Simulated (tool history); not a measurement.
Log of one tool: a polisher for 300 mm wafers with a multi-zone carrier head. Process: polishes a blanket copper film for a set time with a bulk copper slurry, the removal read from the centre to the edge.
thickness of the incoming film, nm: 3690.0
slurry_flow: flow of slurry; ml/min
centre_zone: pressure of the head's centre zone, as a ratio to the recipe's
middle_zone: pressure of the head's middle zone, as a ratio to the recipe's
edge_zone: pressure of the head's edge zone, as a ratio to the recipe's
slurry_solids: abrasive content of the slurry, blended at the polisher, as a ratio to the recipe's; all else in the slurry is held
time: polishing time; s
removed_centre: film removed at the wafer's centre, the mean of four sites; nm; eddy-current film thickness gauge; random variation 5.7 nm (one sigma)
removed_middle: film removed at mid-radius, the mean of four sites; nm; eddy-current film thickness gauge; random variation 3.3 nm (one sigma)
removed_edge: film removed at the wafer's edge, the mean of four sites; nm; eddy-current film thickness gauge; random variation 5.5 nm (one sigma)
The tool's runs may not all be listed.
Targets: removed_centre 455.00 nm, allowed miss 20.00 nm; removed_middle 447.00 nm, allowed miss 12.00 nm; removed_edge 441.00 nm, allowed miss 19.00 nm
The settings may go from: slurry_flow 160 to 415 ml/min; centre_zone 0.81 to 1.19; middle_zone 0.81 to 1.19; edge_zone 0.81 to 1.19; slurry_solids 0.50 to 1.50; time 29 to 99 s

Run 1, day 0.000: slurry_flow 265 ml/min, centre_zone 1.00, middle_zone 1.00, edge_zone 1.00, slurry_solids 1.00, time 64 s. Result: removed_centre 647.58 nm, removed_middle 620.14 nm, removed_edge 632.99 nm.
Run 2, day 0.354: slurry_flow 265 ml/min, centre_zone 0.99, middle_zone 0.99, edge_zone 0.97, slurry_solids 0.90, time 62 s. Result: removed_centre 610.12 nm, removed_middle 581.06 nm, removed_edge 574.09 nm.
Run 3, day 0.583: slurry_flow 265 ml/min, centre_zone 0.99, middle_zone 0.99, edge_zone 0.92, slurry_solids 0.90, time 62 s. Result: removed_centre 591.41 nm, removed_middle 578.02 nm, removed_edge 577.95 nm.
Run 4, day 0.796: slurry_flow 265 ml/min, centre_zone 0.98, middle_zone 0.98, edge_zone 0.91, slurry_solids 0.80, time 60 s. Result: removed_centre 559.95 nm, removed_middle 536.81 nm, removed_edge 529.02 nm.
Run 5, day 1.046: slurry_flow 265 ml/min, centre_zone 0.98, middle_zone 0.98, edge_zone 0.84, slurry_solids 0.80, time 60 s. Result: removed_centre 560.13 nm, removed_middle 532.77 nm, removed_edge 513.96 nm.
Run 6, day 1.154: slurry_flow 315 ml/min, centre_zone 0.98, middle_zone 0.98, edge_zone 0.84, slurry_solids 0.80, time 60 s. Result: removed_centre 570.78 nm, removed_middle 554.71 nm, removed_edge 524.95 nm.
Run 7, day 1.196: slurry_flow 315 ml/min, centre_zone 0.98, middle_zone 0.98, edge_zone 0.84, slurry_solids 0.80, time 60 s. Result: removed_centre 554.45 nm, removed_middle 550.37 nm, removed_edge 532.98 nm.
Run 8, day 1.425: slurry_flow 300 ml/min, centre_zone 0.96, middle_zone 0.97, edge_zone 0.83, slurry_solids 0.75, time 60 s. Result: removed_centre 539.92 nm, removed_middle 532.69 nm, removed_edge 527.17 nm.
Run 9, day 1.538: slurry_flow 315 ml/min, centre_zone 0.96, middle_zone 0.98, edge_zone 0.82, slurry_solids 0.50, time 49 s. Result: removed_centre 390.73 nm, removed_middle 386.30 nm, removed_edge 369.28 nm.
Run 10, day 1.825: slurry_flow 320 ml/min, centre_zone 0.96, middle_zone 0.98, edge_zone 0.84, slurry_solids 0.55, time 49 s. Result: removed_centre 388.10 nm, removed_middle 396.92 nm, removed_edge 385.36 nm.
Run 11, day 2.096: slurry_flow 320 ml/min, centre_zone 0.96, middle_zone 0.98, edge_zone 0.84, slurry_solids 0.55, time 49 s. Result: removed_centre 398.12 nm, removed_middle 405.92 nm, removed_edge 392.39 nm.
Run 12, day 2.175: slurry_flow 330 ml/min, centre_zone 0.97, middle_zone 0.98, edge_zone 0.85, slurry_solids 0.60, time 49 s. Result: removed_centre 422.91 nm, removed_middle 410.29 nm, removed_edge 403.44 nm.
Run 13, day 2.512: slurry_flow 340 ml/min, centre_zone 0.97, middle_zone 0.99, edge_zone 0.86, slurry_solids 0.60, time 49 s. Result: removed_centre 432.47 nm, removed_middle 412.63 nm, removed_edge 405.21 nm.
Run 14, day 2.888: slurry_flow 350 ml/min, centre_zone 0.96, middle_zone 1.00, edge_zone 0.87, slurry_solids 0.60, time 49 s. Result: removed_centre 419.27 nm, removed_middle 419.50 nm, removed_edge 404.02 nm.
Run 15, day 3.188: slurry_flow 355 ml/min, centre_zone 0.96, middle_zone 1.00, edge_zone 0.88, slurry_solids 0.65, time 49 s. Result: removed_centre 435.29 nm, removed_middle 432.99 nm, removed_edge 415.25 nm.
Run 16, day 3.308: slurry_flow 360 ml/min, centre_zone 0.96, middle_zone 1.00, edge_zone 0.89, slurry_solids 0.65, time 49 s. Result: removed_centre 434.39 nm, removed_middle 437.88 nm, removed_edge 418.40 nm.
Run 17, day 3.450: slurry_flow 365 ml/min, centre_zone 0.96, middle_zone 0.99, edge_zone 0.90, slurry_solids 0.65, time 49 s. Result: removed_centre 430.67 nm, removed_middle 428.10 nm, removed_edge 423.37 nm.
Run 18, day 3.546: slurry_flow 370 ml/min, centre_zone 0.96, middle_zone 0.99, edge_zone 0.90, slurry_solids 0.65, time 49 s. Result: removed_centre 430.07 nm, removed_middle 432.29 nm, removed_edge 416.78 nm.
Run 19, day 3.879: slurry_flow 365 ml/min, centre_zone 0.96, middle_zone 0.99, edge_zone 0.91, slurry_solids 0.65, time 49 s. Result: removed_centre 435.02 nm, removed_middle 428.99 nm, removed_edge 422.61 nm.
Run 20, day 3.929: slurry_flow 370 ml/min, centre_zone 0.96, middle_zone 0.99, edge_zone 0.92, slurry_solids 0.65, time 49 s. Result: removed_centre 435.31 nm, removed_middle 430.81 nm, removed_edge 428.47 nm.
Run 21, day 4.283: slurry_flow 375 ml/min, centre_zone 0.96, middle_zone 0.99, edge_zone 0.92, slurry_solids 0.65, time 49 s. Result: removed_centre 427.72 nm, removed_middle 430.09 nm, removed_edge 431.55 nm.
Run 22, day 4.642: slurry_flow 380 ml/min, centre_zone 0.97, middle_zone 0.99, edge_zone 0.92, slurry_solids 0.65, time 49 s. Result: removed_centre 440.04 nm, removed_middle 427.01 nm, removed_edge 423.50 nm.

Which of these 5 next moves meets every target?
Run A, day 5.000: slurry_flow 415 ml/min, centre_zone 1.12, middle_zone 1.01, edge_zone 0.96, slurry_solids 0.60, time 51 s. Result: removed_centre ?, removed_middle ?, removed_edge ?.
Run B, day 5.000: slurry_flow 390 ml/min, centre_zone 0.97, middle_zone 0.98, edge_zone 0.86, slurry_solids 0.50, time 56 s. Result: removed_centre ?, removed_middle ?, removed_edge ?.
Run C, day 5.000: slurry_flow 390 ml/min, centre_zone 1.03, middle_zone 0.99, edge_zone 0.94, slurry_solids 0.70, time 44 s. Result: removed_centre ?, removed_middle ?, removed_edge ?.
Run D, day 5.000: slurry_flow 340 ml/min, centre_zone 1.07, middle_zone 1.12, edge_zone 0.81, slurry_solids 0.65, time 48 s. Result: removed_centre ?, removed_middle ?, removed_edge ?.
Run E, day 5.000: slurry_flow 380 ml/min, centre_zone 0.98, middle_zone 0.92, edge_zone 0.83, slurry_solids 0.70, time 56 s. Result: removed_centre ?, removed_middle ?, removed_edge ?.

move  removed_centre  removed_middle  removed_edge
   A          519.86          445.92        438.79
   B          461.70          447.32        435.79
   C          430.45          395.65        393.32
   D          471.24          461.59        396.08
   E          519.63          473.72        481.08
A: brings the result that was furthest off to its target, and leaves another outside
B: meets every target
C: further off than the last run
D: takes the result that was furthest off past its target
E: takes the result that was furthest off past its target
Answer: B
